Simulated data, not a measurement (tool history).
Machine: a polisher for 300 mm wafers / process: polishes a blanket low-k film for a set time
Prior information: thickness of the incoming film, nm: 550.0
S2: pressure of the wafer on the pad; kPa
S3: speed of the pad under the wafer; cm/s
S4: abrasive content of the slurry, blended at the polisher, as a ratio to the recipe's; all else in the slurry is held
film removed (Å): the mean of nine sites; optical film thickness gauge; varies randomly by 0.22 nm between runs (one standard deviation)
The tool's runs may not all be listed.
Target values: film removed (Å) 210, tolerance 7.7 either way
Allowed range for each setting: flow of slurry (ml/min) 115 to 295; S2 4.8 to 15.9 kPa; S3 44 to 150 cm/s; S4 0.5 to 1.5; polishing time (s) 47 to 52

run 1 hour=0 | flow_of_slurry_(ml/min)=190 S2=10.3 S3=96 S4=1 polishing_time_(s)=52 | film_removed_(Å)=154.94
run 2 hour=0.8 | flow_of_slurry_(ml/min)=190 S2=8.3 S3=96 S4=1 polishing_time_(s)=52 | film_removed_(Å)=124.17
run 3 hour=2.4 | flow_of_slurry_(ml/min)=190 S2=6.9 S3=96 S4=1 polishing_time_(s)=52 | film_removed_(Å)=105.62
run 4 hour=10.2 | flow_of_slurry_(ml/min)=190 S2=9 S3=96 S4=1 polishing_time_(s)=52 | film_removed_(Å)=132.86
run 5 hour=13.1 | flow_of_slurry_(ml/min)=190 S2=10.3 S3=96 S4=1 polishing_time_(s)=52 | film_removed_(Å)=154.72
run 6 hour=20.7 | flow_of_slurry_(ml/min)=190 S2=10.3 S3=72 S4=1 polishing_time_(s)=52 | film_removed_(Å)=123.66
run 7 hour=22.6 | flow_of_slurry_(ml/min)=190 S2=11.7 S3=72 S4=1 polishing_time_(s)=52 | film_removed_(Å)=136.47
-- hour=27.5 worn pad replaced by a new one
run 8 hour=27.5 | flow_of_slurry_(ml/min)=190 S2=13.1 S3=74 S4=1 polishing_time_(s)=52 | film_removed_(Å)=180.17
run 9 hour=33.8 | flow_of_slurry_(ml/min)=195 S2=13.8 S3=74 S4=1 polishing_time_(s)=52 | film_removed_(Å)=191.04
run 10 hour=36.5 | flow_of_slurry_(ml/min)=200 S2=13.8 S3=74 S4=1 polishing_time_(s)=52 | film_removed_(Å)=187.14
run 11 hour=39.3 | flow_of_slurry_(ml/min)=200 S2=14.5 S3=74 S4=1 polishing_time_(s)=52 | film_removed_(Å)=197.15

Which one of the following 5 next-run settings gets every result inside its allowed miss? There is exactly one.
run A hour=42.1 | flow_of_slurry_(ml/min)=210 S2=14.5 S3=70 S4=0.95 polishing_time_(s)=48 | film_removed_(Å)=?
run B hour=42.1 | flow_of_slurry_(ml/min)=240 S2=13.1 S3=96 S4=1.05 polishing_time_(s)=47 | film_removed_(Å)=?
run C hour=42.1 | flow_of_slurry_(ml/min)=190 S2=14.5 S3=82 S4=1 polishing_time_(s)=48 | film_removed_(Å)=?
run D hour=42.1 | flow_of_slurry_(ml/min)=160 S2=13.8 S3=78 S4=1.05 polishing_time_(s)=50 | film_removed_(Å)=?
run E hour=42.1 | flow_of_slurry_(ml/min)=210 S2=14.5 S3=70 S4=1.1 polishing_time_(s)=47 | film_removed_(Å)=?

move=A film_removed_(Å)=171.93
move=B film_removed_(Å)=209.29
move=C film_removed_(Å)=197
move=D film_removed_(Å)=186.71
move=E film_removed_(Å)=179.92
A: misses by more than the last run did
B: all results land within tolerance of their targets
C: as far off as the last run
D: misses by more than the last run did
E: misses by more than the last run did
So the answer is move B, the one that meets all the targets.
